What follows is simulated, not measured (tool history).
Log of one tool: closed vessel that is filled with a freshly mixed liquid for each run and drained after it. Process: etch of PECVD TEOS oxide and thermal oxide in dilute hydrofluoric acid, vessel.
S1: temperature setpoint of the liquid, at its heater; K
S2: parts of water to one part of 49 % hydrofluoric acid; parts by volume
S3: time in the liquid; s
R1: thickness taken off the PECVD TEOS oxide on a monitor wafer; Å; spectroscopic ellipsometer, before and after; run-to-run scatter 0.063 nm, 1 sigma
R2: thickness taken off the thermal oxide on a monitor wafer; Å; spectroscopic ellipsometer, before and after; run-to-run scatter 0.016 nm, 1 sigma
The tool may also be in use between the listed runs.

run  hour      S1   S2  S3      R1      R2
  1     0  294.15  105  60   99.32  23.986
  2   8.1  292.15  105  60   91.67  22.248
  3  14.7  291.65  105  60  91.153   22.13
  4  20.4  291.65  130  60  70.668  17.197
  5  27.5  291.65  145  60  62.667  15.117
  6  31.6  292.65  145  60  65.288   15.67
  7  33.2  293.15  145  60  66.495   16.17
  8  41.7  293.65  145  60  67.325  16.225
  9    51  294.15  145  60  69.226  16.836
 10  53.7  294.65  145  60  69.808  17.001

What will run 11 give?
 11  56.5  295.15  145  60   ?   ?

Run 11 gave R1 72.06 Å, R2 17.474 Å.

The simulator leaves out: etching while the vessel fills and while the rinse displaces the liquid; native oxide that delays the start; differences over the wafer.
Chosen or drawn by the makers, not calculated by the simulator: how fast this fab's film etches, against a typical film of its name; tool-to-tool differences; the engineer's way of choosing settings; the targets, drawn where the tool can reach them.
